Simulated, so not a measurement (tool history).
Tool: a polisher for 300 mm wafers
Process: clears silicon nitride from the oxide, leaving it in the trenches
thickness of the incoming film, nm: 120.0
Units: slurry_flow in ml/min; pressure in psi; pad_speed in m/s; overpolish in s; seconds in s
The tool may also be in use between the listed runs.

run	hour	slurry_flow	pressure	pad_speed	overpolish	seconds
1	0.0	175	3.5	0.78	11	162.90
2	1.2	150	3.5	0.78	11	166.36
3	4.3	150	3.5	0.86	11	153.90
4	7.5	150	3.5	0.96	11	137.98
5	13.1	150	3.5	0.88	11	149.51
6	14.4	150	3.0	0.86	11	166.16
7	20.4	150	2.6	0.80	11	199.11
8	22.3	150	2.3	0.80	11	211.14

Run 9 comes next. What will it give?
9	30.8	150	2.1	0.80	11	?

seconds: 225.43 s
